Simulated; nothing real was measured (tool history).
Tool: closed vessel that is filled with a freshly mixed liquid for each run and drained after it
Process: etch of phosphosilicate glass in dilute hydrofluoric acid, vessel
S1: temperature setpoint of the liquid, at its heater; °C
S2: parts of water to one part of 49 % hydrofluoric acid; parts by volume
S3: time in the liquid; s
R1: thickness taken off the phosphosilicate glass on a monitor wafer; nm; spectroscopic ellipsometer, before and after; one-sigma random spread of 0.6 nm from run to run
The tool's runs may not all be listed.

run  hour    S1   S2   S3      R1
  1     0    23  195  100  44.327
  2   1.8    25  170  100  56.118
  3   6.4    25  235  100  37.237
  4  15.4    25  300  100  27.141
  5  24.2  26.5  245  100  37.215
  6  29.3  27.5  200  100  50.028
  7  30.7  28.5  170  100  63.342
  8  32.7    29  150  100  74.918
  9  34.9  29.5  140  100  82.507
     44.1  -- thermometer replaced
 10  44.1    30  135  100  83.628

For run 11, what comes out?
 11  49.7  30.5  125  100   ?

Run 11 yielded R1 93.97 nm.

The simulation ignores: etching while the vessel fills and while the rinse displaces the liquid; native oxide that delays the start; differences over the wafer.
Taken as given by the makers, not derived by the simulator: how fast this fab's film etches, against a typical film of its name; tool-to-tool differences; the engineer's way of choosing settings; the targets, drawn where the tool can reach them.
